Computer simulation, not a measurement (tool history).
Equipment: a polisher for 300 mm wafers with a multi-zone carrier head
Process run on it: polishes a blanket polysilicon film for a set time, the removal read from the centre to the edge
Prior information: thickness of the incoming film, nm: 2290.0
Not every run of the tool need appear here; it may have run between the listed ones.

run  hour  flow of slurry (ml/min)  pressure of the head's centre zone  pressure of the head's middle zone  pressure of the head's edge zone  polishing time (s)  film removed at the wafer's centre (nm)  film removed at mid-radius (nm)  film removed at the wafer's edge (nm)
  1     0                      170                                   1                                   1                                 1                  31                                   305.17                           310.23                                 300.08
  2   0.7                      175                                0.99                                1.01                              1.02                  32                                   315.23                           317.89                                 309.33
  3     7                      170                                0.97                                1.02                              1.03                  33                                   316.45                           332.62                                 320.67
  4  13.1                      140                                0.97                                1.02                              1.03                  33                                   301.21                           319.84                                 318.53
  5  19.4                      140                                0.96                                1.03                              1.05                  34                                    308.4                           334.14                                 325.33
  6  20.2                      145                                0.95                                1.03                              1.06                  35                                   316.33                           347.72                                 337.17
  7  21.1                      145                                0.94                                1.03                              1.07                  36                                   328.96                           354.91                                 348.07
  8    27                      145                                0.93                                1.03                              1.08                  37                                   326.92                           368.11                                 360.56
  9  32.5                      150                                0.92                                1.03                              1.09                  37                                   324.11                            363.6                                 372.61
 10  38.5                      160                                0.92                                1.04                               1.1                  37                                    327.8                           375.34                                 372.63
 11  42.3                      170                                0.92                                1.04                              1.11                  37                                   337.17                            381.3                                 379.34
 12  51.1                      175                                0.92                                1.04                              1.12                  37                                   337.16                           383.84                                 375.28
 13  53.2                      180                                0.92                                1.04                              1.13                  37                                    340.9                           386.88                                 382.02
 14  58.7                      185                                0.92                                1.04                              1.14                  37                                   338.97                           383.52                                 384.82
 15    67                      190                                0.92                                1.04                              1.15                  37                                   342.62                           384.01                                 385.89
 16    74                      195                                0.92                                1.04                              1.16                  37                                   338.39                            389.8                                 397.33
 17  77.2                      200                                0.92                                1.04                              1.16                  37                                   345.59                           390.57                                 388.61
 18  79.2                      205                                0.92                                1.04                              1.16                  37                                   347.61                           393.16                                 389.42

Estimate the outcome of run 19 from the log above:
 19  84.6                      210                                0.92                                1.04                              1.16                  37                                        ?                                ?                                      ?

Run 19 came out at film removed at the wafer's centre (nm) 346.64, film removed at mid-radius (nm) 392.97, film removed at the wafer's edge (nm) 395.08.
